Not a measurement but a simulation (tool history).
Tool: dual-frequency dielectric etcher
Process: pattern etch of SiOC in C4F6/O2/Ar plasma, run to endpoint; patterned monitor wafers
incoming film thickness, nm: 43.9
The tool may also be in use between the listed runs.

{"run": 1, "hour": 0.0, "bias power (kW)": 0.573, "source power (kW)": 0.45, "endpoint time (s)": 13.238}
{"run": 2, "hour": 7.5, "bias power (kW)": 0.573, "source power (kW)": 0.4, "endpoint time (s)": 13.984}
{"run": 3, "hour": 10.3, "bias power (kW)": 0.573, "source power (kW)": 0.33, "endpoint time (s)": 15.685}
{"run": 4, "hour": 16.6, "bias power (kW)": 0.615, "source power (kW)": 0.33, "endpoint time (s)": 15.224}
{"run": 5, "hour": 20.6, "bias power (kW)": 0.546, "source power (kW)": 0.33, "endpoint time (s)": 15.94}
{"run": 6, "hour": 26.3, "bias power (kW)": 0.546, "source power (kW)": 0.39, "endpoint time (s)": 14.578}
{"run": 7, "hour": 32.6, "bias power (kW)": 0.603, "source power (kW)": 0.42, "endpoint time (s)": 13.46}

Run 8 comes next. What will it give?
{"run": 8, "hour": 39.5, "bias power (kW)": 0.648, "source power (kW)": 0.44, "endpoint time (s)": "?"}

endpoint time (s): 12.717
